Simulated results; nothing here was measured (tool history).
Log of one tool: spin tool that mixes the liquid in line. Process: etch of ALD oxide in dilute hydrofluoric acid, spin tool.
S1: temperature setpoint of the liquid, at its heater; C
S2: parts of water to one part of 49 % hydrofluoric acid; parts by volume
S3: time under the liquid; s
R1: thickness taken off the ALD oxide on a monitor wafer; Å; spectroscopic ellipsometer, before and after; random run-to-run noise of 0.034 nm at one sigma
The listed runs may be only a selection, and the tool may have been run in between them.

{"run": 1, "day": 0.0, "S1": 25, "S2": 170, "S3": 100, "R1": 85.287}
{"run": 2, "day": 0.025, "S1": 24, "S2": 175, "S3": 100, "R1": 80.05}
{"run": 3, "day": 0.404, "S1": 23, "S2": 180, "S3": 100, "R1": 73.803}
{"run": 4, "day": 0.471, "S1": 23, "S2": 180, "S3": 80, "R1": 59.993}
{"run": 5, "day": 0.817, "S1": 25.5, "S2": 180, "S3": 80, "R1": 66.181}
{"run": 6, "day": 0.917, "S1": 29, "S2": 180, "S3": 80, "R1": 74.407}
{"run": 7, "day": 1.121, "S1": 27.5, "S2": 185, "S3": 80, "R1": 67.224}
{"run": 8, "day": 1.421, "S1": 26, "S2": 185, "S3": 80, "R1": 64.328}
{"run": 9, "day": 1.754, "S1": 25, "S2": 185, "S3": 80, "R1": 61.872}
{"run": 10, "day": 1.921, "S1": 24, "S2": 185, "S3": 80, "R1": 60.515}
{"run": 11, "day": 2.258, "S1": 23, "S2": 185, "S3": 80, "R1": 57.966}
{"run": 12, "day": 2.562, "S1": 22.5, "S2": 185, "S3": 80, "R1": 56.554}
{"run": 13, "day": 2.838, "S1": 22, "S2": 185, "S3": 80, "R1": 55.124}

Expected results for the next run?
{"run": 14, "day": 3.129, "S1": 21.5, "S2": 185, "S3": 80, "R1": "?"}

{"run 14": {"R1": 54.331}}

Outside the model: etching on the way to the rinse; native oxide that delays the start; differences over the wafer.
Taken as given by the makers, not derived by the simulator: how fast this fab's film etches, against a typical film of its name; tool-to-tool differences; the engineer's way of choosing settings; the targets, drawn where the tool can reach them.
